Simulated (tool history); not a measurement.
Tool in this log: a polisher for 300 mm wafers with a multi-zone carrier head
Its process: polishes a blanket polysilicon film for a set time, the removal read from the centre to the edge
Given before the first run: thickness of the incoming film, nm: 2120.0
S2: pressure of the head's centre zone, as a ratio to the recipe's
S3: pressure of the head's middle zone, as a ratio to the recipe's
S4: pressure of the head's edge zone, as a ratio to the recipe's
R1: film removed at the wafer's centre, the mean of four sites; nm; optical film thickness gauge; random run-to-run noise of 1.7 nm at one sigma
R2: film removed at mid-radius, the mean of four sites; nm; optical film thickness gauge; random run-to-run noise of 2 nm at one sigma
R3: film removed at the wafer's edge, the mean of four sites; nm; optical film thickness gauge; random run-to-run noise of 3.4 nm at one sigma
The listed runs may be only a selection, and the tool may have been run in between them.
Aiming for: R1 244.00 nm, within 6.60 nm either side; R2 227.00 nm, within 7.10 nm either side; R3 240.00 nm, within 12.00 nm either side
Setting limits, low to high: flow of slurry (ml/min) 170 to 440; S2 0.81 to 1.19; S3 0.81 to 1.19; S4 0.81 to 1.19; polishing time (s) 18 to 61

run 1 hour=0.0 | flow_of_slurry_(ml/min)=280 S2=1.00 S3=1.00 S4=1.00 polishing_time_(s)=39 | R1=371.47 R2=366.92 R3=358.62
run 2 hour=6.3 | flow_of_slurry_(ml/min)=280 S2=1.00 S3=1.00 S4=1.00 polishing_time_(s)=29 | R1=279.60 R2=273.01 R3=282.57
run 3 hour=9.5 | flow_of_slurry_(ml/min)=280 S2=1.00 S3=1.00 S4=1.05 polishing_time_(s)=29 | R1=279.85 R2=271.98 R3=282.72
run 4 hour=11.8 | flow_of_slurry_(ml/min)=280 S2=1.00 S3=1.00 S4=1.05 polishing_time_(s)=34 | R1=326.45 R2=319.98 R3=330.60
run 5 hour=14.6 | flow_of_slurry_(ml/min)=280 S2=1.00 S3=0.94 S4=1.05 polishing_time_(s)=34 | R1=325.56 R2=299.95 R3=331.03
run 6 hour=17.3 | flow_of_slurry_(ml/min)=280 S2=1.00 S3=0.94 S4=1.01 polishing_time_(s)=32 | R1=307.61 R2=286.13 R3=303.00
run 7 hour=18.2 | flow_of_slurry_(ml/min)=275 S2=0.99 S3=0.92 S4=0.98 polishing_time_(s)=31 | R1=292.23 R2=275.58 R3=283.04
run 8 hour=25.7 | flow_of_slurry_(ml/min)=270 S2=0.98 S3=0.90 S4=0.98 polishing_time_(s)=30 | R1=282.79 R2=257.63 R3=281.62
run 9 hour=30.7 | flow_of_slurry_(ml/min)=265 S2=0.97 S3=0.89 S4=0.95 polishing_time_(s)=30 | R1=276.62 R2=257.09 R3=271.38
run 10 hour=33.1 | flow_of_slurry_(ml/min)=255 S2=0.96 S3=0.87 S4=0.93 polishing_time_(s)=30 | R1=275.94 R2=248.85 R3=263.92
run 11 hour=35.0 | flow_of_slurry_(ml/min)=245 S2=0.94 S3=0.86 S4=0.92 polishing_time_(s)=30 | R1=268.09 R2=245.16 R3=268.52
run 12 hour=38.7 | flow_of_slurry_(ml/min)=245 S2=0.93 S3=0.85 S4=0.90 polishing_time_(s)=30 | R1=264.34 R2=240.93 R3=270.79
run 13 hour=41.4 | flow_of_slurry_(ml/min)=245 S2=0.93 S3=0.86 S4=0.89 polishing_time_(s)=29 | R1=260.39 R2=235.43 R3=257.30
run 14 hour=47.8 | flow_of_slurry_(ml/min)=245 S2=0.92 S3=0.87 S4=0.88 polishing_time_(s)=29 | R1=256.13 R2=243.46 R3=255.34
run 15 hour=51.7 | flow_of_slurry_(ml/min)=240 S2=0.92 S3=0.86 S4=0.87 polishing_time_(s)=29 | R1=252.50 R2=238.96 R3=252.30
run 16 hour=53.1 | flow_of_slurry_(ml/min)=235 S2=0.92 S3=0.85 S4=0.86 polishing_time_(s)=29 | R1=255.25 R2=235.09 R3=244.04

Which of these 5 next moves meets every target?
run A hour=54.5 | flow_of_slurry_(ml/min)=340 S2=1.05 S3=0.81 S4=0.94 polishing_time_(s)=26 | R1=? R2=? R3=?
run B hour=54.5 | flow_of_slurry_(ml/min)=260 S2=0.87 S3=0.89 S4=0.87 polishing_time_(s)=27 | R1=? R2=? R3=?
run C hour=54.5 | flow_of_slurry_(ml/min)=285 S2=0.94 S3=0.88 S4=0.89 polishing_time_(s)=27 | R1=? R2=? R3=?
run D hour=54.5 | flow_of_slurry_(ml/min)=250 S2=0.90 S3=0.93 S4=0.83 polishing_time_(s)=28 | R1=? R2=? R3=?
run E hour=54.5 | flow_of_slurry_(ml/min)=215 S2=0.99 S3=0.81 S4=0.87 polishing_time_(s)=28 | R1=? R2=? R3=?

move=A R1=265.88 R2=206.56 R3=244.49
move=B R1=227.69 R2=225.42 R3=239.49
move=C R1=246.15 R2=225.67 R3=244.00
move=D R1=241.76 R2=241.24 R3=242.16
move=E R1=255.94 R2=210.58 R3=243.74
A: lands further from the targets than the last run did
B: pushes the last run's worst result past its target
C: in spec on every target
D: gets the furthest-off result to its target, but another result is out of tolerance
E: lands further from the targets than the last run did
Move C is the one to make.
